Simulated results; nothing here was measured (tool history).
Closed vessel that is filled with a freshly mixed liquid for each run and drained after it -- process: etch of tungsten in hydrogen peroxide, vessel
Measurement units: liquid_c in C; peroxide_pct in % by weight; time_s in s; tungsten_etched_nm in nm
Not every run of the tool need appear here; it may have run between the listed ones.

Run 1, hour 0: liquid_c 57 C, peroxide_pct 19 % by weight, time_s 85 s. Result: tungsten_etched_nm 225.83 nm.
Run 2, hour 7.7: liquid_c 54.5 C, peroxide_pct 19 % by weight, time_s 85 s. Result: tungsten_etched_nm 194.66 nm.
Run 3, hour 13: liquid_c 54.5 C, peroxide_pct 16.5 % by weight, time_s 85 s. Result: tungsten_etched_nm 180.69 nm.
Run 4, hour 14.2: liquid_c 54.5 C, peroxide_pct 16.5 % by weight, time_s 85 s. Result: tungsten_etched_nm 182.25 nm.
Run 5, hour 20.5: liquid_c 53 C, peroxide_pct 16.5 % by weight, time_s 85 s. Result: tungsten_etched_nm 165.05 nm.
Run 6, hour 26.5: liquid_c 48.5 C, peroxide_pct 16.5 % by weight, time_s 85 s. Result: tungsten_etched_nm 126.68 nm.

For run 7, what comes out?
Run 7, hour 34.2: liquid_c 48 C, peroxide_pct 16.5 % by weight, time_s 85 s. Result: tungsten_etched_nm ?.

{"run 7": {"tungsten_etched_nm": 122.73}}

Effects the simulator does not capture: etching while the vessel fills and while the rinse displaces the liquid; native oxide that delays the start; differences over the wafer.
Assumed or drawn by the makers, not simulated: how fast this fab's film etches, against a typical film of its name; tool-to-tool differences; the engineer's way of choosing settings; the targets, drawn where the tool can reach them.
